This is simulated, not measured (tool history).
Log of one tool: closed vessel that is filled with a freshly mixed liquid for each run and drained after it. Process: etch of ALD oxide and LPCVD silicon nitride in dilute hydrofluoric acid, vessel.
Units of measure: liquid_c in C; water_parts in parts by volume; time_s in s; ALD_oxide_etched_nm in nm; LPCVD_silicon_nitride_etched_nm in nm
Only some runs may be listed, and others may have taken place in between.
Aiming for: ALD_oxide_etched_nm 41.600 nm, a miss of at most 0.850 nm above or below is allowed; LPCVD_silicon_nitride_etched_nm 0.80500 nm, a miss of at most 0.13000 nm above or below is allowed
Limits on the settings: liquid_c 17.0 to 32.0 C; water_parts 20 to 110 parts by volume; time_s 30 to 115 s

| run | day | liquid_c | water_parts | time_s | ALD_oxide_etched_nm | LPCVD_silicon_nitride_etched_nm |
|---|---|---|---|---|---|---|
| 1 | 0.000 | 24.0 | 60 | 60 | 32.877 | 0.53237 |
| 2 | 0.275 | 24.0 | 60 | 45 | 24.857 | 0.41875 |
| 3 | 0.458 | 26.0 | 55 | 45 | 29.227 | 0.51972 |
| 4 | 0.592 | 27.5 | 50 | 45 | 34.684 | 0.66727 |
| 5 | 0.746 | 27.5 | 40 | 45 | 43.543 | 0.79450 |
| 6 | 1.050 | 27.5 | 30 | 45 | 59.713 | 0.97691 |
| 7 | 1.429 | 27.5 | 35 | 45 | 50.474 | 0.86635 |
| 8 | 1.679 | 27.5 | 40 | 45 | 44.040 | 0.80273 |
| 9 | 1.954 | 28.0 | 40 | 45 | 44.925 | 0.77550 |
| 10 | 2.292 | 28.5 | 45 | 45 | 40.245 | 0.66689 |
| 11 | 2.592 | 28.0 | 45 | 45 | 39.462 | 0.67498 |
| 12 | 2.712 | 28.5 | 45 | 45 | 40.531 | 0.75674 |

Pick the move, out of 4, that brings all results within their allowed miss; only one does.
| A | 2.833 | 18.0 | 30 | 50 | ? | ? |
| B | 2.833 | 20.5 | 25 | 35 | ? | ? |
| C | 2.833 | 29.0 | 55 | 60 | ? | ? |
| D | 2.833 | 30.0 | 60 | 60 | ? | ? |

| move | ALD_oxide_etched_nm | LPCVD_silicon_nitride_etched_nm |
|---|---|---|
| A | 44.115 | 0.57553 |
| B | 41.550 | 0.57243 |
| C | 44.132 | 0.80827 |
| D | 41.754 | 0.79081 |
A: carries the result that was furthest off beyond its target, to the other side
B: the furthest-off result lands on target, but another misses its tolerance
C: carries the result that was furthest off beyond its target, to the other side
D: every result within its allowed miss
So the answer is move D, the one that meets all the targets.
